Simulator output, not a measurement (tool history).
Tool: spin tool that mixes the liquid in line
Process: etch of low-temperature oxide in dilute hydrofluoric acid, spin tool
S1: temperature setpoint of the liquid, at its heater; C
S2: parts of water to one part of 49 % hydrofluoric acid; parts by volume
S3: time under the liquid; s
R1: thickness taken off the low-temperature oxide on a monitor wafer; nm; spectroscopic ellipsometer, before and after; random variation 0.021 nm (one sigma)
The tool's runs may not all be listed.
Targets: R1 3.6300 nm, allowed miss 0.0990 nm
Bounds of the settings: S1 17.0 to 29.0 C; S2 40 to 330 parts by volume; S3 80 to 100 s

run 1 hour=0.0 | S1=21.0 S2=185 S3=100 | R1=6.7836
run 2 hour=8.9 | S1=21.0 S2=215 S3=100 | R1=5.6478
run 3 hour=13.3 | S1=20.0 S2=225 S3=100 | R1=5.1127
run 4 hour=17.8 | S1=20.0 S2=165 S3=100 | R1=7.3901
run 5 hour=23.6 | S1=19.5 S2=190 S3=100 | R1=6.2316
run 6 hour=29.4 | S1=19.5 S2=220 S3=100 | R1=5.1528
run 7 hour=37.5 | S1=19.0 S2=230 S3=100 | R1=4.8080
run 8 hour=42.0 | S1=18.5 S2=240 S3=100 | R1=4.5058
run 9 hour=46.0 | S1=18.0 S2=245 S3=100 | R1=4.2756

4 next moves are on the table. One of them brings every result within its allowed miss. Which?
run A hour=50.0 | S1=21.0 S2=220 S3=100 | R1=?
run B hour=50.0 | S1=18.0 S2=215 S3=100 | R1=?
run C hour=50.0 | S1=21.5 S2=225 S3=100 | R1=?
run D hour=50.0 | S1=17.5 S2=240 S3=85 | R1=?

move=A R1=5.4712
move=B R1=5.0125
move=C R1=5.4242
move=D R1=3.6593
A: further off than the last run
B: further off than the last run
C: further off than the last run
D: meets every target
Move D is the one to make.
